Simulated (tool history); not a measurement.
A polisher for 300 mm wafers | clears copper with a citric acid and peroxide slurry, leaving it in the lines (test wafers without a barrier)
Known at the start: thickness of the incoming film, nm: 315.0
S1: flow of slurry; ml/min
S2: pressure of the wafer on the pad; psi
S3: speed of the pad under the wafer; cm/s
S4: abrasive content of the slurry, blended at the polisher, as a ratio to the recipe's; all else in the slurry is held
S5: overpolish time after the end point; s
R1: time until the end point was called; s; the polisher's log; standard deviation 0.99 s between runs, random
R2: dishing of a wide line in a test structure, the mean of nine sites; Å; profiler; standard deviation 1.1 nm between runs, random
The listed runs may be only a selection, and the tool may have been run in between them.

run,day,S1,S2,S3,S4,S5,R1,R2
1,0.000,320,2.7,122,1.00,17,111.770,332.07
2,0.112,320,2.7,122,1.00,23,109.040,441.15
3,0.383,370,2.7,122,1.00,23,108.580,436.78
4,0.750,370,2.7,122,1.15,23,105.910,446.53
5,0.812,370,3.1,122,1.15,23,91.582,495.45
6,0.962,370,3.2,128,1.15,24,84.221,561.98

Expected results for the next run?
7,1.050,370,3.9,144,1.15,27,?,?

{"run 7": {"R1": 63.672, "R2": 797.04}}
